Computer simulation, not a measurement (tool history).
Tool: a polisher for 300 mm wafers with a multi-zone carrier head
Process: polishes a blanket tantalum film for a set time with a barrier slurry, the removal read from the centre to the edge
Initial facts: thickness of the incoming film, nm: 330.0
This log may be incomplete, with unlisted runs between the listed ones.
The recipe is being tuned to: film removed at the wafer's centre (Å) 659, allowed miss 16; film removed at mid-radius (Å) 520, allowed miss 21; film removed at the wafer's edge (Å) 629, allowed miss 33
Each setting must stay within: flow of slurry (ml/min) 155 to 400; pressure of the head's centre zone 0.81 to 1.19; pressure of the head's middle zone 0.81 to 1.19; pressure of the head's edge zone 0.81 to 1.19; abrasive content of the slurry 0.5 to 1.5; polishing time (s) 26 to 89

| run | hour | flow of slurry (ml/min) | pressure of the head's centre zone | pressure of the head's middle zone | pressure of the head's edge zone | abrasive content of the slurry | polishing time (s) | film removed at the wafer's centre (Å) | film removed at mid-radius (Å) | film removed at the wafer's edge (Å) |
|---|---|---|---|---|---|---|---|---|---|---|
| 1 | 0 | 255 | 1 | 1 | 1 | 1 | 57 | 512.93 | 516.03 | 522.43 |
| 2 | 1.9 | 255 | 1 | 1 | 1.05 | 1 | 57 | 515.84 | 521.03 | 554.02 |
| 3 | 6.2 | 270 | 1.05 | 0.98 | 1.08 | 1 | 57 | 534.87 | 511.46 | 551.49 |
| 4 | 8.1 | 270 | 1.05 | 0.98 | 1.08 | 1 | 45 | 427.51 | 401.04 | 441.05 |
| 5 | 16.1 | 275 | 1.09 | 0.96 | 1.11 | 1.15 | 48 | 492.46 | 442.35 | 488.19 |
| 6 | 24.5 | 275 | 1.11 | 0.93 | 1.13 | 1.25 | 50 | 528.61 | 453.18 | 527.56 |
| 7 | 32.2 | 280 | 1.13 | 0.92 | 1.15 | 1.3 | 51 | 552.13 | 460.69 | 554.92 |
| 8 | 38.8 | 290 | 1.15 | 0.92 | 1.15 | 1.35 | 52 | 574.45 | 490.56 | 562.81 |
| 9 | 44.2 | 290 | 1.16 | 0.9 | 1.15 | 1.4 | 53 | 595.71 | 473.32 | 567.88 |
| 10 | 45.6 | 290 | 1.17 | 0.9 | 1.16 | 1.45 | 54 | 620.34 | 492.91 | 601.07 |
| 11 | 52.6 | 295 | 1.18 | 0.9 | 1.16 | 1.45 | 54 | 624.52 | 509.41 | 590.69 |
| 12 | 56.3 | 295 | 1.18 | 0.89 | 1.17 | 1.45 | 55 | 634.5 | 509.16 | 610.56 |
| 13 | 60.1 | 300 | 1.18 | 0.89 | 1.17 | 1.45 | 55 | 636.94 | 513.05 | 616.56 |

Which single option among these 4 for the next run brings every result within its allowed miss of target? Just one does.
| A | 63.9 | 250 | 1.19 | 0.89 | 1.16 | 1.15 | 58 | ? | ? | ? |
| B | 63.9 | 340 | 1.18 | 0.87 | 1.18 | 1.5 | 55 | ? | ? | ? |
| C | 63.9 | 275 | 1.14 | 0.91 | 1.19 | 1.3 | 56 | ? | ? | ? |
| D | 63.9 | 210 | 1.15 | 0.86 | 1.19 | 1.3 | 62 | ? | ? | ? |

| move | film removed at the wafer's centre (Å) | film removed at mid-radius (Å) | film removed at the wafer's edge (Å) |
|---|---|---|---|
| A | 614.51 | 500.04 | 592.91 |
| B | 654.08 | 522.34 | 626.01 |
| C | 602.33 | 515.98 | 603.83 |
| D | 624.9 | 511.65 | 639.7 |
A: misses by more than the last run did
B: hits every target within its allowed miss
C: misses by more than the last run did
D: misses by more than the last run did
The move that meets every target is B.
